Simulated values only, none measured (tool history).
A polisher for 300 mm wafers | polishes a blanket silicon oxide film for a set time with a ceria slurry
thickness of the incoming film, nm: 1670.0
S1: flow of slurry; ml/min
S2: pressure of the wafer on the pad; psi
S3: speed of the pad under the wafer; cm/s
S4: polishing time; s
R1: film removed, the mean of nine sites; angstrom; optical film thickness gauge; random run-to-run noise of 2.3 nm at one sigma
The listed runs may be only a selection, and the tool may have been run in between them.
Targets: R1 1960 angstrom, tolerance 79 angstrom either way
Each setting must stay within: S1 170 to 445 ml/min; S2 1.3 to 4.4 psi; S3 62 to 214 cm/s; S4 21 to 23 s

run 1 day=0 | S1=285 S2=2.8 S3=138 S4=23 | R1=1040.9
run 2 day=0.025 | S1=285 S2=3.3 S3=140 S4=23 | R1=1232.4
run 3 day=0.158 | S1=285 S2=3.6 S3=146 S4=23 | R1=1417
run 4 day=0.417 | S1=255 S2=3.6 S3=146 S4=23 | R1=1422.5
run 5 day=0.458 | S1=255 S2=3.8 S3=150 S4=23 | R1=1516.9
run 6 day=0.492 | S1=255 S2=3.8 S3=118 S4=23 | R1=1205.2
run 7 day=0.729 | S1=260 S2=4 S3=130 S4=23 | R1=1395.3
run 8 day=0.883 | S1=260 S2=4.1 S3=138 S4=23 | R1=1538.9
run 9 day=0.942 | S1=260 S2=4.2 S3=144 S4=23 | R1=1609.1
run 10 day=1.271 | S1=260 S2=4.3 S3=150 S4=23 | R1=1720.1
run 11 day=1.596 | S1=260 S2=4.3 S3=154 S4=23 | R1=1791.4
run 12 day=1.625 | S1=260 S2=4.3 S3=156 S4=23 | R1=1739.6

Pick the move, out of 4, that brings all results within their allowed miss; only one does.
run A day=1.654 | S1=255 S2=4.4 S3=178 S4=23 | R1=?
run B day=1.654 | S1=250 S2=4.4 S3=182 S4=23 | R1=?
run C day=1.654 | S1=300 S2=4.4 S3=174 S4=23 | R1=?
run D day=1.654 | S1=240 S2=4.4 S3=166 S4=23 | R1=?

move=A R1=2082.4
move=B R1=2123.1
move=C R1=2072.3
move=D R1=1931
A: the result that was furthest off in the last run now lies on the other side of its target
B: the result that was furthest off in the last run now lies on the other side of its target
C: the result that was furthest off in the last run now lies on the other side of its target
D: all results in spec
So the answer is move D, the one that meets all the targets.
